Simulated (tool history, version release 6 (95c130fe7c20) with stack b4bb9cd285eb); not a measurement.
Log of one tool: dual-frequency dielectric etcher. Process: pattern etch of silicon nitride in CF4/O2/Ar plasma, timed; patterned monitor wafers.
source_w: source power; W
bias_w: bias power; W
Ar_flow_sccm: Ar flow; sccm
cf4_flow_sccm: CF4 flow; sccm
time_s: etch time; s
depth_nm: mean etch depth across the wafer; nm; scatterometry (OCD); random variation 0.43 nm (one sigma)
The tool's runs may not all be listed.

run	hour	source_w	bias_w	Ar_flow_sccm	cf4_flow_sccm	time_s	depth_nm
1	0	430	45	110	90	169	254.22
2	2.3	430	45	120	90	169	251.26
3	6.1	430	45	105	90	169	257.1
4	14.3	430	45	89	90	169	263.81
5	20.9	430	45	89	82	169	260.67
# hour 22.2: source power generator calibrated
6	22.2	380	44	90	82	169	225.35
7	31.2	350	44	90	82	169	209.2
8	38.7	330	44	90	82	169	198.43
9	41.1	270	44	90	82	169	164.61

Run 10 comes next. What will it give?
10	46	280	44	90	82	169	?

{"run 10": {"depth_nm": 170.15}}
